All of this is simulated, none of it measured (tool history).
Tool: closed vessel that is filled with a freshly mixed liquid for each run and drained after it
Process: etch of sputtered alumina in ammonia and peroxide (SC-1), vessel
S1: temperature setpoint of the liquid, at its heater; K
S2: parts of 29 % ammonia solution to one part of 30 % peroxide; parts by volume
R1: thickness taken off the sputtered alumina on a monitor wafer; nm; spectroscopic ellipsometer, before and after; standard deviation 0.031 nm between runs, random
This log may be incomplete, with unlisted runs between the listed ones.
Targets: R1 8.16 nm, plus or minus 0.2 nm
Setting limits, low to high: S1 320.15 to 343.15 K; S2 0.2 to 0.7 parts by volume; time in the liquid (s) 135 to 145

{"run": 1, "hour": 0.0, "S1": 336.15, "S2": 0.4, "time in the liquid (s)": 135, "R1": 13.088}
{"run": 2, "hour": 6.0, "S1": 340.15, "S2": 0.4, "time in the liquid (s)": 135, "R1": 16.091}
{"run": 3, "hour": 13.4, "S1": 343.15, "S2": 0.4, "time in the liquid (s)": 135, "R1": 18.459}
{"run": 4, "hour": 21.2, "S1": 343.15, "S2": 0.5, "time in the liquid (s)": 135, "R1": 18.909}
{"run": 5, "hour": 24.5, "S1": 343.15, "S2": 0.5, "time in the liquid (s)": 135, "R1": 18.949}
{"run": 6, "hour": 32.5, "S1": 343.15, "S2": 0.55, "time in the liquid (s)": 135, "R1": 19.036}
{"run": 7, "hour": 39.7, "S1": 339.15, "S2": 0.55, "time in the liquid (s)": 135, "R1": 15.681}
{"run": 8, "hour": 42.7, "S1": 336.15, "S2": 0.55, "time in the liquid (s)": 135, "R1": 13.524}
{"run": 9, "hour": 49.3, "S1": 333.65, "S2": 0.55, "time in the liquid (s)": 135, "R1": 11.923}
{"run": 10, "hour": 55.2, "S1": 331.65, "S2": 0.55, "time in the liquid (s)": 135, "R1": 10.721}
{"run": 11, "hour": 60.4, "S1": 330.15, "S2": 0.55, "time in the liquid (s)": 135, "R1": 9.8707}
{"run": 12, "hour": 63.5, "S1": 329.15, "S2": 0.55, "time in the liquid (s)": 135, "R1": 9.3745}
{"run": 13, "hour": 68.9, "S1": 328.65, "S2": 0.55, "time in the liquid (s)": 135, "R1": 9.1441}

Consider the 5 candidate settings below. Which is the only one whose results all fall within their allowed miss of target?
{"run": "A", "hour": 74.3, "S1": 325.65, "S2": 0.35, "time in the liquid (s)": 140, "R1": "?"}
{"run": "B", "hour": 74.3, "S1": 325.65, "S2": 0.45, "time in the liquid (s)": 135, "R1": "?"}
{"run": "C", "hour": 74.3, "S1": 327.65, "S2": 0.7, "time in the liquid (s)": 135, "R1": "?"}
{"run": "D", "hour": 74.3, "S1": 328.65, "S2": 0.45, "time in the liquid (s)": 140, "R1": "?"}
{"run": "E", "hour": 74.3, "S1": 325.15, "S2": 0.5, "time in the liquid (s)": 145, "R1": "?"}

move=A R1=7.7514
move=B R1=7.6552
move=C R1=8.8876
move=D R1=9.321
move=E R1=8.0829
A: the result that was furthest off in the last run now lies on the other side of its target
B: the result that was furthest off in the last run now lies on the other side of its target
C: an improvement on the last run, though not all results are within tolerance
D: its largest miss is bigger than the last run's
E: each result inside its tolerance
Move E is the one to make.
